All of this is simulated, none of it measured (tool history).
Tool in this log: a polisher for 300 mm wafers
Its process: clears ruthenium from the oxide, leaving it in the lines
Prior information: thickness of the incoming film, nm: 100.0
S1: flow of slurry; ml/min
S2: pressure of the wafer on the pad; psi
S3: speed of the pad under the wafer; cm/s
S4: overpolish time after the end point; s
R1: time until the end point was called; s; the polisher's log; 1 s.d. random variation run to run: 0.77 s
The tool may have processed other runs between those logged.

run,hour,S1,S2,S3,S4,R1
1,0.0,145,2.6,88,5,70.931
2,6.3,145,2.6,108,5,57.005
3,13.0,145,2.5,108,5,59.983
4,15.8,145,2.4,108,5,60.040
5,20.9,125,2.4,108,5,63.424
6,25.3,125,2.4,108,5,62.890
7,31.5,125,2.3,108,5,65.361
# hour 37.7: worn pad replaced by a new one
8,37.7,125,2.2,108,5,60.417
9,41.5,120,2.2,104,5,64.649
10,48.1,120,2.1,102,5,67.073

What does the tool deliver on the next run?
11,55.8,120,2.0,100,5,?

R1: 70.829 s
